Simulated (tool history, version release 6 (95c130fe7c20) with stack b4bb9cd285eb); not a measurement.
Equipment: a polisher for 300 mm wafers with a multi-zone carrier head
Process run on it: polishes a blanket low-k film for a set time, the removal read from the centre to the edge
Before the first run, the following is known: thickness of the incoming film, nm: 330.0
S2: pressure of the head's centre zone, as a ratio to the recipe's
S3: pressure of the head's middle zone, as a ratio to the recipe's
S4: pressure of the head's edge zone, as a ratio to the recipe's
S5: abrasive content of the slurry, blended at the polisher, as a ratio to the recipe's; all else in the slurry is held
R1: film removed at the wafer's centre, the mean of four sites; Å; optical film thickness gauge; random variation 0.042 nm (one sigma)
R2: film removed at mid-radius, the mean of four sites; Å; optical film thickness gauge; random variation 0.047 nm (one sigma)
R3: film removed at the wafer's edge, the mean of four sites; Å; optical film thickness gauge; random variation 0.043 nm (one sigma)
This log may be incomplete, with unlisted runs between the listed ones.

{"run": 1, "day": 0.0, "flow of slurry (ml/min)": 160, "S2": 1.0, "S3": 1.0, "S4": 1.0, "S5": 1.0, "polishing time (s)": 41, "R1": 91.207, "R2": 89.744, "R3": 89.379}
{"run": 2, "day": 0.167, "flow of slurry (ml/min)": 155, "S2": 1.0, "S3": 0.99, "S4": 0.96, "S5": 0.85, "polishing time (s)": 36, "R1": 74.56, "R2": 72.254, "R3": 73.372}
{"run": 3, "day": 0.529, "flow of slurry (ml/min)": 130, "S2": 1.0, "S3": 0.99, "S4": 0.96, "S5": 0.85, "polishing time (s)": 36, "R1": 71.509, "R2": 70.04, "R3": 70.615}
{"run": 4, "day": 0.658, "flow of slurry (ml/min)": 130, "S2": 1.0, "S3": 0.99, "S4": 0.96, "S5": 0.85, "polishing time (s)": 41, "R1": 80.415, "R2": 78.868, "R3": 79.003}
{"run": 5, "day": 0.85, "flow of slurry (ml/min)": 145, "S2": 1.0, "S3": 0.99, "S4": 0.96, "S5": 0.85, "polishing time (s)": 41, "R1": 82.531, "R2": 81.712, "R3": 80.997}
{"run": 6, "day": 1.117, "flow of slurry (ml/min)": 145, "S2": 1.0, "S3": 0.99, "S4": 0.96, "S5": 0.85, "polishing time (s)": 37, "R1": 76.138, "R2": 74.963, "R3": 73.113}

Forecast run 7:
{"run": 7, "day": 1.162, "flow of slurry (ml/min)": 145, "S2": 0.97, "S3": 0.9, "S4": 0.86, "S5": 0.6, "polishing time (s)": 26, "R1": "?", "R2": "?", "R3": "?"}

R1: 45.300 Å
R2: 42.565 Å
R3: 43.969 Å
